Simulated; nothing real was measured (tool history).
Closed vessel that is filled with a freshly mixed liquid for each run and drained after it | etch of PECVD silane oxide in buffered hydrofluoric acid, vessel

run,day,temperature setpoint of the liquid (C),parts of 40 % ammonium fluoride to one part of 49 % hydrofluoric acid (parts by volume),time in the liquid (s),thickness taken off the PECVD silane oxide on a monitor wafer (angstrom)
1,0.000,24.0,9.0,100,3863.4
2,0.308,25.5,9.0,100,4202.1
3,0.617,25.5,9.0,100,4229.4
4,0.829,28.0,9.0,100,4843.0
5,1.125,28.0,11.5,100,3903.9
6,1.358,28.0,11.5,100,3870.5

Forecast run 7:
7,1.462,29.0,11.0,100,?

For run 7 the tool returned thickness taken off the PECVD silane oxide on a monitor wafer (angstrom) 4298.8.
